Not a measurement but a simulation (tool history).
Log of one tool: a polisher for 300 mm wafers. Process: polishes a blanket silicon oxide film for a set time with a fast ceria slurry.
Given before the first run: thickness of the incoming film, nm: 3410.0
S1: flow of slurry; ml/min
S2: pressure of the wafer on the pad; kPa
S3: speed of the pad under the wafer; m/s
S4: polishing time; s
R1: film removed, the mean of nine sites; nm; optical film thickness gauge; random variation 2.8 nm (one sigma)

run 1 hour=0.0 | S1=265 S2=20.7 S3=0.90 S4=50 | R1=753.42
run 2 hour=1.2 | S1=265 S2=18.6 S3=0.88 S4=50 | R1=677.88
run 3 hour=6.5 | S1=265 S2=17.2 S3=0.86 S4=50 | R1=609.61
run 4 hour=11.2 | S1=265 S2=22.1 S3=0.86 S4=50 | R1=779.52
run 5 hour=13.4 | S1=265 S2=24.8 S3=0.86 S4=50 | R1=868.66
run 6 hour=17.3 | S1=305 S2=24.8 S3=0.86 S4=50 | R1=889.89
run 7 hour=18.2 | S1=305 S2=22.1 S3=0.84 S4=50 | R1=766.50
run 8 hour=20.4 | S1=305 S2=20.0 S3=0.84 S4=50 | R1=703.07
run 9 hour=21.7 | S1=300 S2=18.6 S3=0.84 S4=50 | R1=656.07

Expected results for the next run?
run 10 hour=29.5 | S1=295 S2=17.2 S3=0.84 S4=50 | R1=?

R1: 614.18 nm
